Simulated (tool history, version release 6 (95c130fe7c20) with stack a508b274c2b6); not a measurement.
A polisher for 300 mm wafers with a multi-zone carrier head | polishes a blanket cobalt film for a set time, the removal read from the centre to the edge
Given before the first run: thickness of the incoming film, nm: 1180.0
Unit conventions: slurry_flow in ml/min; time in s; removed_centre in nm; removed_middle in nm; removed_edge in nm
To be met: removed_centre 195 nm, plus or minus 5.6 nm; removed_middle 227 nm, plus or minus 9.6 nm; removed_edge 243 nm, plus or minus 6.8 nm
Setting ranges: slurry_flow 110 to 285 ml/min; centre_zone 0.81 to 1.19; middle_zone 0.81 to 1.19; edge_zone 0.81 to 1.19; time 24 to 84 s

run	hour	slurry_flow	centre_zone	middle_zone	edge_zone	time	removed_centre	removed_middle	removed_edge
1	0	180	1	1	1	54	253.05	259.94	257.14
2	8.4	165	0.94	0.98	1	53	229.68	251.94	248.61
3	15.3	120	0.94	0.98	1	53	207.03	224.83	238.46
4	23.7	120	0.94	0.98	1	60	234.6	260.57	267.55
5	32.4	115	0.91	0.95	0.99	59	224.09	242.98	256.26
6	40.7	115	0.88	0.95	1	58	211.66	239.39	256.97
7	42.1	115	0.86	0.94	0.98	58	204.85	236.36	256.41
8	44.6	115	0.86	0.94	0.95	58	207.73	232.07	246.13
9	53.3	115	0.85	0.94	0.95	58	203.09	241.77	252.02
10	55.2	115	0.84	0.93	0.94	58	202.94	233.65	250.28

5 candidate next runs follow, results not yet known. Just one meets every target within its allowed miss. Identify it.
A	57.1	120	0.83	0.91	0.94	56	?	?	?
B	57.1	130	0.9	0.9	0.98	54	?	?	?
C	57.1	115	0.85	0.93	0.92	61	?	?	?
D	57.1	110	0.93	1.03	0.98	55	?	?	?
E	57.1	110	0.84	0.87	0.97	59	?	?	?

move	removed_centre	removed_middle	removed_edge
A	196.33	223.09	243.08
B	210.59	217.77	242.77
C	215.97	244.35	259.82
D	210.01	236.66	238.74
E	203.08	220.54	255.4
A: all results land within tolerance of their targets
B: the biggest miss grows against the last run
C: the biggest miss grows against the last run
D: the biggest miss grows against the last run
E: the biggest miss grows against the last run
The right move is A.
